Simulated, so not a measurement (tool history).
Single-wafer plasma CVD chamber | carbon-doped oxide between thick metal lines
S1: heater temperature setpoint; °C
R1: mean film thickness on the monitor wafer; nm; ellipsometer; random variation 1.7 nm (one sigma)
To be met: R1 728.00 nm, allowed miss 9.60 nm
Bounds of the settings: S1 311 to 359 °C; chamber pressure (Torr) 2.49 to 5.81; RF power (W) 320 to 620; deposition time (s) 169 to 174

{"run": 1, "hour": 0.0, "S1": 335, "chamber pressure (Torr)": 4.15, "RF power (W)": 470, "deposition time (s)": 169, "R1": 785.4}
{"run": 2, "hour": 7.6, "S1": 335, "chamber pressure (Torr)": 3.7, "RF power (W)": 470, "deposition time (s)": 169, "R1": 777.42}
{"run": 3, "hour": 11.7, "S1": 335, "chamber pressure (Torr)": 3.7, "RF power (W)": 470, "deposition time (s)": 169, "R1": 778.01}
{"run": 4, "hour": 12.4, "S1": 340, "chamber pressure (Torr)": 3.55, "RF power (W)": 470, "deposition time (s)": 169, "R1": 764.53}
{"run": 5, "hour": 16.4, "S1": 340, "chamber pressure (Torr)": 3.55, "RF power (W)": 535, "deposition time (s)": 169, "R1": 809.73}
{"run": 6, "hour": 21.3, "S1": 340, "chamber pressure (Torr)": 3.55, "RF power (W)": 570, "deposition time (s)": 169, "R1": 837.69}
{"run": 7, "hour": 28.8, "S1": 340, "chamber pressure (Torr)": 3.55, "RF power (W)": 570, "deposition time (s)": 169, "R1": 838.35}
{"run": 8, "hour": 36.1, "S1": 345, "chamber pressure (Torr)": 3.28, "RF power (W)": 550, "deposition time (s)": 169, "R1": 804.77}
{"run": 9, "hour": 40.9, "S1": 348, "chamber pressure (Torr)": 3.08, "RF power (W)": 535, "deposition time (s)": 169, "R1": 789.64}
{"run": 10, "hour": 47.5, "S1": 350, "chamber pressure (Torr)": 2.95, "RF power (W)": 515, "deposition time (s)": 169, "R1": 771.25}
{"run": 11, "hour": 54.9, "S1": 352, "chamber pressure (Torr)": 2.85, "RF power (W)": 500, "deposition time (s)": 169, "R1": 753.88}
{"run": 12, "hour": 57.7, "S1": 353, "chamber pressure (Torr)": 2.77, "RF power (W)": 495, "deposition time (s)": 169, "R1": 747.67}
{"run": 13, "hour": 61.1, "S1": 354, "chamber pressure (Torr)": 2.7, "RF power (W)": 490, "deposition time (s)": 169, "R1": 739.99}

5 next moves are on the table. One of them brings every result within its allowed miss. Which?
{"run": "A", "hour": 64.5, "S1": 354, "chamber pressure (Torr)": 2.57, "RF power (W)": 505, "deposition time (s)": 170, "R1": "?"}
{"run": "B", "hour": 64.5, "S1": 356, "chamber pressure (Torr)": 2.51, "RF power (W)": 490, "deposition time (s)": 173, "R1": "?"}
{"run": "C", "hour": 64.5, "S1": 352, "chamber pressure (Torr)": 2.49, "RF power (W)": 480, "deposition time (s)": 169, "R1": "?"}
{"run": "D", "hour": 64.5, "S1": 355, "chamber pressure (Torr)": 2.91, "RF power (W)": 490, "deposition time (s)": 171, "R1": "?"}
{"run": "E", "hour": 64.5, "S1": 344, "chamber pressure (Torr)": 3.13, "RF power (W)": 480, "deposition time (s)": 170, "R1": "?"}

move=A R1=755.56
move=B R1=754.27
move=C R1=736.11
move=D R1=754.30
move=E R1=766.07
A: further off than the last run
B: further off than the last run
C: meets every target
D: further off than the last run
E: further off than the last run
Move C is the one to make.

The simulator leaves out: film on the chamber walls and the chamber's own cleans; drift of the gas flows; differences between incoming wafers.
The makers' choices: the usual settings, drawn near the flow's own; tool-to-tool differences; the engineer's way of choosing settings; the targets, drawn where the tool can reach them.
